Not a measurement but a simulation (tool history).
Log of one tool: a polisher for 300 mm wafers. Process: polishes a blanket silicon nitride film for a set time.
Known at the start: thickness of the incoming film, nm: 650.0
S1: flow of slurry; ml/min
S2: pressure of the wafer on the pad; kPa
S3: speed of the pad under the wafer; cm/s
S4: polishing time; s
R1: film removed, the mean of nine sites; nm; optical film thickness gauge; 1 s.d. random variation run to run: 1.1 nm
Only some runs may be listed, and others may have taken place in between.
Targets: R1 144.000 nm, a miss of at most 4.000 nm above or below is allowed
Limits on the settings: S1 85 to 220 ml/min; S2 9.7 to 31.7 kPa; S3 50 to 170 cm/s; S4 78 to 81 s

Run 1, hour 0.0: S1 140 ml/min, S2 20.7 kPa, S3 110 cm/s, S4 78 s. Result: R1 112.670 nm.
Run 2, hour 8.3: S1 140 ml/min, S2 20.7 kPa, S3 84 cm/s, S4 78 s. Result: R1 90.895 nm.
Run 3, hour 15.9: S1 145 ml/min, S2 22.1 kPa, S3 84 cm/s, S4 78 s. Result: R1 97.397 nm.
Run 4, hour 19.9: S1 170 ml/min, S2 22.1 kPa, S3 84 cm/s, S4 78 s. Result: R1 99.441 nm.
Run 5, hour 21.8: S1 135 ml/min, S2 22.1 kPa, S3 84 cm/s, S4 78 s. Result: R1 94.532 nm.
Run 6, hour 24.0: S1 135 ml/min, S2 22.1 kPa, S3 58 cm/s, S4 78 s. Result: R1 71.431 nm.
Run 7, hour 27.6: S1 145 ml/min, S2 23.4 kPa, S3 60 cm/s, S4 78 s. Result: R1 79.037 nm.
Run 8, hour 31.5: S1 150 ml/min, S2 24.8 kPa, S3 62 cm/s, S4 78 s. Result: R1 86.717 nm.
Run 9, hour 34.3: S1 155 ml/min, S2 26.2 kPa, S3 64 cm/s, S4 78 s. Result: R1 92.968 nm.
Run 10, hour 41.3: S1 160 ml/min, S2 26.9 kPa, S3 66 cm/s, S4 78 s. Result: R1 99.505 nm.
Run 11, hour 47.4: S1 165 ml/min, S2 27.6 kPa, S3 68 cm/s, S4 78 s. Result: R1 104.680 nm.
Run 12, hour 53.1: S1 170 ml/min, S2 28.3 kPa, S3 70 cm/s, S4 78 s. Result: R1 110.000 nm.
Run 13, hour 53.8: S1 175 ml/min, S2 29.0 kPa, S3 72 cm/s, S4 78 s. Result: R1 115.710 nm.

Which one of the following 4 next-run settings gets every result inside its allowed miss? There is exactly one.
Run A, hour 54.5: S1 195 ml/min, S2 31.7 kPa, S3 78 cm/s, S4 81 s. Result: R1 ?.
Run B, hour 54.5: S1 175 ml/min, S2 29.6 kPa, S3 78 cm/s, S4 81 s. Result: R1 ?.
Run C, hour 54.5: S1 160 ml/min, S2 29.6 kPa, S3 58 cm/s, S4 78 s. Result: R1 ?.
Run D, hour 54.5: S1 195 ml/min, S2 29.0 kPa, S3 86 cm/s, S4 79 s. Result: R1 ?.

move       R1
   A  142.620
   B  131.350
   C   98.735
   D  137.420
A: in spec on every target
B: nearer than the last run, and not there yet
C: further off than the last run
D: nearer than the last run, and not there yet
Answer: A
